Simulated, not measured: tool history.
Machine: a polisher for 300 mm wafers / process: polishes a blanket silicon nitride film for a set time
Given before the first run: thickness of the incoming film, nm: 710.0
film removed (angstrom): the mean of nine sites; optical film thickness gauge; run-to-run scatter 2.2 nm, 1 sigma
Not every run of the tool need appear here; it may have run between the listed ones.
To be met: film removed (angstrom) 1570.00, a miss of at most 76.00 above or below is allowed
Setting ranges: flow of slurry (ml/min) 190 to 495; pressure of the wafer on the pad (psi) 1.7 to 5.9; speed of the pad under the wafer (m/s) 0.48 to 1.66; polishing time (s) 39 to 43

run,hour,flow of slurry (ml/min),pressure of the wafer on the pad (psi),speed of the pad under the wafer (m/s),polishing time (s),film removed (angstrom)
1,0.0,320,3.8,1.06,43,886.37
2,2.9,320,3.8,0.84,43,750.36
3,6.3,320,3.8,0.84,39,689.80
4,7.0,320,3.8,0.70,39,582.13
5,11.8,320,4.2,0.78,39,707.48
6,16.7,320,4.2,0.64,39,599.57
7,20.2,320,4.5,0.74,39,723.14
8,24.8,320,4.7,0.82,39,829.49
9,29.1,320,4.9,0.88,39,925.15
10,32.3,320,5.9,1.18,41,1415.90
11,36.5,320,5.9,1.20,41,1430.90

Consider the 4 candidate settings below. Which is the only one whose results all fall within their allowed miss of target?
A,40.7,375,5.9,1.20,43,?
B,40.7,305,5.9,1.08,43,?
C,40.7,375,5.5,1.30,39,?
D,40.7,250,5.9,1.14,42,?

move,film removed (angstrom)
A,1559.00
B,1407.40
C,1407.20
D,1404.20
A: hits every target within its allowed miss
B: its largest miss is bigger than the last run's
C: its largest miss is bigger than the last run's
D: its largest miss is bigger than the last run's
Go with A: it meets all targets.
